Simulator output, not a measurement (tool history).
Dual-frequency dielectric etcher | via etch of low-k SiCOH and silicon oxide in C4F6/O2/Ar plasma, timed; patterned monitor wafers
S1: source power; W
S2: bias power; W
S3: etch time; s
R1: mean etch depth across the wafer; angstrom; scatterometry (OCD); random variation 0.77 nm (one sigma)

run,hour,S1,S2,S3,R1
1,0,480,130,84.5,2151.8
2,2.3,550,130,84.5,2292
3,3.3,550,130,84.5,2271.2
4,6.4,490,130,84.5,2160.6
5,11.7,490,152,84.5,2213.3
6,12.9,490,152,88.5,2334.3
7,19.3,460,150,88.5,2266.9
# hour 28: source power generator calibrated
8,28,430,149,88.5,2216.6
9,34.5,410,147,88.5,2157.6
10,36.2,390,146,88.5,2104.7

Forecast run 11:
11,41.8,380,145,88.5,?

{"run 11": {"R1": 2070}}

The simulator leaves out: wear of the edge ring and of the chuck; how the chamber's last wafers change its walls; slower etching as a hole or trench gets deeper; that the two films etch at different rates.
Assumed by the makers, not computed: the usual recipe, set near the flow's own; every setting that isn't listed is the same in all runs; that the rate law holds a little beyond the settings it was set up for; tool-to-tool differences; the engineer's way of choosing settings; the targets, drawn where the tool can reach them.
